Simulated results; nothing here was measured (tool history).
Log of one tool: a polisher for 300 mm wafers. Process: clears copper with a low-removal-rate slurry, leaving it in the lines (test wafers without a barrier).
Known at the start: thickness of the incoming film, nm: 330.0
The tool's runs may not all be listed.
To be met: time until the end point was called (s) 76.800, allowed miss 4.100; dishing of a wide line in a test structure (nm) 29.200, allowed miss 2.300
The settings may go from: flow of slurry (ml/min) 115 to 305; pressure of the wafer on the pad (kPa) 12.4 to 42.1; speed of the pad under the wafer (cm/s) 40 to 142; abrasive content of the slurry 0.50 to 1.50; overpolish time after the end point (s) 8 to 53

run,hour,flow of slurry (ml/min),pressure of the wafer on the pad (kPa),speed of the pad under the wafer (cm/s),abrasive content of the slurry,overpolish time after the end point (s),time until the end point was called (s),dishing of a wide line in a test structure (nm)
1,0.0,195,26.9,90,1.00,27,99.012,48.768
2,8.1,195,27.6,94,1.00,21,94.303,42.076
3,16.2,195,31.7,94,1.00,21,83.015,47.703
4,23.0,195,31.7,94,1.00,10,82.229,23.871
5,30.5,195,27.6,94,1.00,10,94.118,22.405
6,33.6,195,27.6,94,1.20,10,88.806,23.761
7,37.6,195,27.6,94,1.20,10,88.366,22.275
8,44.1,195,29.0,94,1.20,11,84.061,26.387
9,47.5,195,29.6,94,1.20,11,84.019,25.932
10,50.6,195,30.3,94,1.20,11,82.098,26.382
11,57.7,195,31.0,94,1.20,11,81.448,27.680

Which of these 5 next moves meets every target?
A,64.8,180,28.3,98,1.50,9,?,?
B,64.8,165,26.9,96,1.40,11,?,?
C,64.8,215,30.3,100,1.30,11,?,?
D,64.8,200,29.0,92,1.20,10,?,?
E,64.8,190,35.2,78,1.15,12,?,?

move,time until the end point was called (s),dishing of a wide line in a test structure (nm)
A,81.049,23.686
B,88.401,26.239
C,75.674,30.250
D,87.425,24.347
E,88.523,28.514
A: further off than the last run
B: further off than the last run
C: meets every target
D: further off than the last run
E: further off than the last run
The right move is C.
